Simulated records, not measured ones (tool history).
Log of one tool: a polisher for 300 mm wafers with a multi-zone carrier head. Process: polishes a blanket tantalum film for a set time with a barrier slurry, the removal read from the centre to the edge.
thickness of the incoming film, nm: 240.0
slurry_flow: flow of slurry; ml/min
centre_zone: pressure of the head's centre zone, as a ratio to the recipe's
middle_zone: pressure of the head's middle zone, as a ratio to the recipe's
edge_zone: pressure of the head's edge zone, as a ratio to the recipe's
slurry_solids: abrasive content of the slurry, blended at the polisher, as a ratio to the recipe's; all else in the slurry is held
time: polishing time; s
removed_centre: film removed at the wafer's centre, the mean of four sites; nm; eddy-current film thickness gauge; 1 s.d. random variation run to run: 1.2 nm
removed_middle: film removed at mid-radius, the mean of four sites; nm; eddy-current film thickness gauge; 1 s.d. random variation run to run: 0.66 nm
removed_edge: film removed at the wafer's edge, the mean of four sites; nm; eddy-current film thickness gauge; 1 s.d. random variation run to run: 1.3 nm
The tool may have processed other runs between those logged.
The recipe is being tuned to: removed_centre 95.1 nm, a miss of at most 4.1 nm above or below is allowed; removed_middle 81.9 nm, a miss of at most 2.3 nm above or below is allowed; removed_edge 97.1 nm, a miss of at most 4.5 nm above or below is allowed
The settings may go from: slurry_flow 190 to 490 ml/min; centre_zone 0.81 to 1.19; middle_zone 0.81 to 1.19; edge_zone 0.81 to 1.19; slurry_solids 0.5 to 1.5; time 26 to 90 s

| run | hour | slurry_flow | centre_zone | middle_zone | edge_zone | slurry_solids | time | removed_centre | removed_middle | removed_edge |
|---|---|---|---|---|---|---|---|---|---|---|
| 1 | 0 | 315 | 1 | 1 | 1 | 1 | 58 | 90.64 | 94.877 | 93.099 |
| 2 | 5.4 | 310 | 1.01 | 0.96 | 1.02 | 1 | 58 | 94.749 | 91.47 | 92.57 |
| 3 | 13 | 305 | 0.99 | 0.93 | 1.05 | 1 | 58 | 88.48 | 89.434 | 96.943 |
| 4 | 19 | 305 | 0.92 | 0.93 | 1.05 | 1 | 58 | 84.468 | 89.546 | 94.235 |
| 5 | 20.7 | 305 | 0.95 | 0.91 | 1.05 | 1 | 58 | 88.659 | 88.364 | 97.987 |
| 6 | 28.3 | 305 | 0.96 | 0.9 | 1.04 | 1 | 58 | 85.918 | 86.525 | 94.795 |
| 7 | 33.5 | 305 | 0.99 | 0.89 | 1.04 | 1 | 58 | 90.613 | 86.207 | 95.582 |
|  | 40 | worn pad replaced by a new one |
| 8 | 40 | 305 | 1 | 0.88 | 1.04 | 1 | 58 | 100.18 | 94.345 | 103.48 |

5 candidate next runs follow, results not yet known. Just one meets every target within its allowed miss. Identify it.
| A | 46.5 | 355 | 0.96 | 0.97 | 0.92 | 1.05 | 50 | ? | ? | ? |
| B | 46.5 | 255 | 1.04 | 0.84 | 1.06 | 1.05 | 58 | ? | ? | ? |
| C | 46.5 | 360 | 0.91 | 1.02 | 1.09 | 0.9 | 62 | ? | ? | ? |
| D | 46.5 | 270 | 1.04 | 0.81 | 1.15 | 0.75 | 64 | ? | ? | ? |
| E | 46.5 | 250 | 1.02 | 0.82 | 1.02 | 0.95 | 56 | ? | ? | ? |

| move | removed_centre | removed_middle | removed_edge |
|---|---|---|---|
| A | 86.898 | 90.181 | 88.319 |
| B | 105.69 | 90.102 | 106.43 |
| C | 97.525 | 111.4 | 112.15 |
| D | 104.97 | 86.824 | 109.43 |
| E | 96.877 | 82.617 | 97.966 |
A: closer than the last run, but not yet in spec
B: closer than the last run, but not yet in spec
C: moves away from the targets compared with the last run
D: closer than the last run, but not yet in spec
E: each result inside its tolerance
Answer: E

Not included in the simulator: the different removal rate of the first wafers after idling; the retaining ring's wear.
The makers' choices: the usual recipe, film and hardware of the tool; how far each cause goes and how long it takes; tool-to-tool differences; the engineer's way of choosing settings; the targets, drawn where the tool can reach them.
